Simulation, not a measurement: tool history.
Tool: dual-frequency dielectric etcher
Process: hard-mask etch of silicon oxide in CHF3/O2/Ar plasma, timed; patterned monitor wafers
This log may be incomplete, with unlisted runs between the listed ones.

run  hour  source power (W)  bias power (W)  etch time (s)  mean etch depth across the wafer (Å)
  1   0.0               590             198           18.5                                374.57
  2   3.5               590             180           18.5                                364.96
  3   5.8               590             180           19.5                                389.52
  4   7.3               560             176           19.5                                378.97
     11.0  -- wet clean of the chamber
  5  11.0               560             200           19.5                                413.50
  6  16.0               560             172           19.5                                389.88
  7  20.0               530             164           19.5                                378.59

Expected results for the next run?
  8  24.8               410             127           19.0                                     ?

{"run 8": {"mean etch depth across the wafer (Å)": 318.89}}

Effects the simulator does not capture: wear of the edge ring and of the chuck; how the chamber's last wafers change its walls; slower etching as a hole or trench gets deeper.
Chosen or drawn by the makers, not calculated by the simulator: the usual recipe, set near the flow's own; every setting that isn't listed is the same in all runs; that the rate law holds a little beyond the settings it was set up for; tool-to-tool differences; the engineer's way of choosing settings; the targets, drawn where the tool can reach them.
